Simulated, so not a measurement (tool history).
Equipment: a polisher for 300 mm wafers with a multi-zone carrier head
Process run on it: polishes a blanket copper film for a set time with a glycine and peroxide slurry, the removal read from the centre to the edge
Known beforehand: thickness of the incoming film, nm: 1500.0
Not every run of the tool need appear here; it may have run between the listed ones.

run	day	flow of slurry (ml/min)	pressure of the head's centre zone	pressure of the head's middle zone	pressure of the head's edge zone	polishing time (s)	film removed at the wafer's centre (nm)	film removed at mid-radius (nm)	film removed at the wafer's edge (nm)
1	0.000	140	1.00	1.00	1.00	54	309.86	308.40	315.27
2	0.346	150	1.00	1.00	1.00	54	317.69	316.21	320.94
3	0.446	150	1.00	1.00	1.04	54	318.17	307.14	323.89
4	0.771	150	1.04	1.00	1.04	54	326.80	311.59	321.07
5	1.038	150	1.04	1.00	1.04	65	390.40	380.53	386.37
6	1.375	150	1.04	1.00	1.07	65	384.38	375.43	389.34
7	1.404	160	1.03	1.02	1.08	66	403.01	394.22	404.75

What does the tool deliver on the next run?
8	1.688	185	0.95	1.12	1.16	69	?	?	?

film removed at the wafer's centre (nm): 402.59
film removed at mid-radius (nm): 457.13
film removed at the wafer's edge (nm): 450.64

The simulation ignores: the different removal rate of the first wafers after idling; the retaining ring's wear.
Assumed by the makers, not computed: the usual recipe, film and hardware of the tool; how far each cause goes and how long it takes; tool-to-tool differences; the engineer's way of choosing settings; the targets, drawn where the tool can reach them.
